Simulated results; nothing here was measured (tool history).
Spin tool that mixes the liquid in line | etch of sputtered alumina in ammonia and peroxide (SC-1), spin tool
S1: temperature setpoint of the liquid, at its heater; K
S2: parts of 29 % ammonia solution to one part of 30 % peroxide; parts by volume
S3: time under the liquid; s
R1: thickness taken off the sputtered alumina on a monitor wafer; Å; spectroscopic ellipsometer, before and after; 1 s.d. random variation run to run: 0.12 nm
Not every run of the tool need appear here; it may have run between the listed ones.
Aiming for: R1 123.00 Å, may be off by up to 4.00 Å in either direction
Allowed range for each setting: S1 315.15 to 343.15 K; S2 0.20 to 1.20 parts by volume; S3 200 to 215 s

| run | hour | S1 | S2 | S3 | R1 |
|---|---|---|---|---|---|
| 1 | 0.0 | 331.15 | 1.00 | 200 | 177.39 |
| 2 | 4.3 | 330.15 | 1.00 | 200 | 169.46 |
| 3 | 12.6 | 329.15 | 1.00 | 200 | 156.25 |
| 4 | 15.7 | 329.15 | 1.00 | 215 | 169.54 |
| 5 | 22.4 | 328.15 | 1.00 | 215 | 162.70 |
| 6 | 26.6 | 328.15 | 1.00 | 215 | 160.52 |
| 7 | 27.3 | 327.65 | 1.00 | 215 | 156.22 |
| 8 | 35.0 | 322.15 | 1.00 | 215 | 116.82 |

Exactly one of the 4 candidate moves below puts every result within its allowed miss. Which one?
| A | 42.7 | 323.15 | 0.90 | 215 | ? |
| B | 42.7 | 322.65 | 1.20 | 205 | ? |
| C | 42.7 | 322.65 | 0.80 | 205 | ? |
| D | 42.7 | 322.15 | 0.85 | 200 | ? |

| move | R1 |
|---|---|
| A | 122.59 |
| B | 116.87 |
| C | 112.45 |
| D | 107.33 |
A: all results land within tolerance of their targets
B: about as far from the targets as the last run
C: the biggest miss grows against the last run
D: the biggest miss grows against the last run
The move that meets every target is A.
